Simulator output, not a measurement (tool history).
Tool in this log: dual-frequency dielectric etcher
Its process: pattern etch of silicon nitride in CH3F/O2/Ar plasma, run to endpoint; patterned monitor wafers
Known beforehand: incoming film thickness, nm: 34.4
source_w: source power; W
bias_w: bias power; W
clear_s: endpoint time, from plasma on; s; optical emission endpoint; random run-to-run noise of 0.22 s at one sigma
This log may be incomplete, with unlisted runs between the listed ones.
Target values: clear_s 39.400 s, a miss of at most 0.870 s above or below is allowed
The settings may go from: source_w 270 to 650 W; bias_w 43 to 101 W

{"run": 1, "hour": 0.0, "source_w": 460, "bias_w": 72, "clear_s": 47.769}
{"run": 2, "hour": 5.8, "source_w": 500, "bias_w": 74, "clear_s": 46.35}
{"run": 3, "hour": 14.5, "source_w": 500, "bias_w": 83, "clear_s": 43.43}
{"run": 4, "hour": 21.9, "source_w": 500, "bias_w": 75, "clear_s": 46.112}
{"run": 5, "hour": 22.7, "source_w": 560, "bias_w": 75, "clear_s": 43.868}
{"run": 6, "hour": 29.4, "source_w": 580, "bias_w": 77, "clear_s": 43.628}
{"run": 7, "hour": 33.3, "source_w": 590, "bias_w": 80, "clear_s": 42.117}
{"run": 8, "hour": 39.5, "source_w": 600, "bias_w": 81, "clear_s": 41.945}
{"run": 9, "hour": 45.5, "source_w": 610, "bias_w": 82, "clear_s": 41.189}

Exactly one of the 4 candidate moves below puts every result within its allowed miss. Which one?
{"run": "A", "hour": 51.5, "source_w": 610, "bias_w": 99, "clear_s": "?"}
{"run": "B", "hour": 51.5, "source_w": 610, "bias_w": 80, "clear_s": "?"}
{"run": "C", "hour": 51.5, "source_w": 570, "bias_w": 93, "clear_s": "?"}
{"run": "D", "hour": 51.5, "source_w": 650, "bias_w": 93, "clear_s": "?"}

move=A clear_s=37.747
move=B clear_s=41.947
move=C clear_s=39.700
move=D clear_s=38.198
A: moves the result that the last run missed by most past its target, out the other side
B: lands further from the targets than the last run did
C: all results in spec
D: moves the result that the last run missed by most past its target, out the other side
C meets every target.
